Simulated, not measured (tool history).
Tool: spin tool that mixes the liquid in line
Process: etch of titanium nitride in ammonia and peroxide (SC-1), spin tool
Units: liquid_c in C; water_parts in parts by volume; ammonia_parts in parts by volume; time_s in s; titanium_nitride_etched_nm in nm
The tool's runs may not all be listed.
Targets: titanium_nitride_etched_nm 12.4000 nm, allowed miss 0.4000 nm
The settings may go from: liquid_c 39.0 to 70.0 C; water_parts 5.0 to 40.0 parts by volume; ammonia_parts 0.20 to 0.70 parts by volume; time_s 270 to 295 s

run  hour  liquid_c  water_parts  ammonia_parts  time_s  titanium_nitride_etched_nm
  1   0.0      55.0         22.5           0.40     270                      9.4932
  2   4.0      56.5         22.5           0.40     270                     10.5390
  3  11.2      56.5         22.5           0.30     270                      9.8943
  4  19.7      59.0         22.5           0.30     270                     11.6150
  5  26.2      59.0         22.5           0.30     270                     11.5500
  6  30.0      56.0         22.5           0.30     270                      9.5353
  7  35.1      57.5         22.5           0.30     270                     10.6090
  8  43.1      58.5         22.5           0.30     270                     11.3020

Which of these 4 next moves meets every target?
  A  51.1      57.5         18.5           0.30     285                           ?
  B  51.1      58.0         27.5           0.40     270                           ?
  C  51.1      58.5         27.5           0.35     295                           ?
  D  51.1      54.5         19.0           0.55     295                           ?

move  titanium_nitride_etched_nm
   A                     12.3820
   B                     10.2380
   C                     11.2690
   D                     11.5680
A: meets every target
B: further off than the last run
C: as far off as the last run
D: nearer than the last run, and not there yet
Move A is the one to make.

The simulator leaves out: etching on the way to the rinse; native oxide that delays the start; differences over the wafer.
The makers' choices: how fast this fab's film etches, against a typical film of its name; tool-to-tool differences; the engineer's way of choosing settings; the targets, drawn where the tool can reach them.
